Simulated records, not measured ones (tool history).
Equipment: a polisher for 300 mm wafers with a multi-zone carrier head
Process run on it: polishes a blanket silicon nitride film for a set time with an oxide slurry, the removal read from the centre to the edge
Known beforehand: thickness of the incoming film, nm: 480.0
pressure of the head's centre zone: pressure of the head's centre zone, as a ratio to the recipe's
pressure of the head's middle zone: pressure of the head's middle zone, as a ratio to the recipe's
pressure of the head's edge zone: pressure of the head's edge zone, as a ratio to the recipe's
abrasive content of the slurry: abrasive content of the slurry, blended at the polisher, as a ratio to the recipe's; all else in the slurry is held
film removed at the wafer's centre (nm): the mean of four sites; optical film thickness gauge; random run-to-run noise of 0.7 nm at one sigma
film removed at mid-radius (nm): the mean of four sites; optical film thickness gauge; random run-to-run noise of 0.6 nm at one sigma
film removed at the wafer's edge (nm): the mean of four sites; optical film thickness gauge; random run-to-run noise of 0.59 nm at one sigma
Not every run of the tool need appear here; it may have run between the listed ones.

run,hour,flow of slurry (ml/min),pressure of the head's centre zone,pressure of the head's middle zone,pressure of the head's edge zone,abrasive content of the slurry,polishing time (s),film removed at the wafer's centre (nm),film removed at mid-radius (nm),film removed at the wafer's edge (nm)
1,0.0,170,1.00,1.00,1.00,1.00,41,43.426,44.516,46.576
2,2.1,170,1.00,1.00,1.00,1.00,35,37.486,37.809,39.677
3,8.5,170,1.00,1.00,1.00,0.85,35,35.029,37.261,37.548
4,12.7,180,1.02,1.04,1.02,1.00,36,40.246,41.559,41.212
5,14.5,220,1.02,1.04,1.02,1.00,36,43.122,43.198,43.174
6,22.4,220,1.02,1.04,1.07,1.00,36,41.572,43.487,44.098
7,28.8,225,1.03,1.05,1.08,1.10,37,46.296,45.718,47.057
8,29.8,215,0.99,1.13,1.13,1.35,41,52.177,58.670,55.252
9,32.1,220,1.01,1.12,1.14,1.35,41,52.005,58.639,57.071

Expected results for the next run?
10,38.7,230,1.04,1.11,1.12,1.35,41,?,?,?

{"run 10": {"film removed at the wafer's centre (nm)": 54.217, "film removed at mid-radius (nm)": 58.422, "film removed at the wafer's edge (nm)": 56.487}}
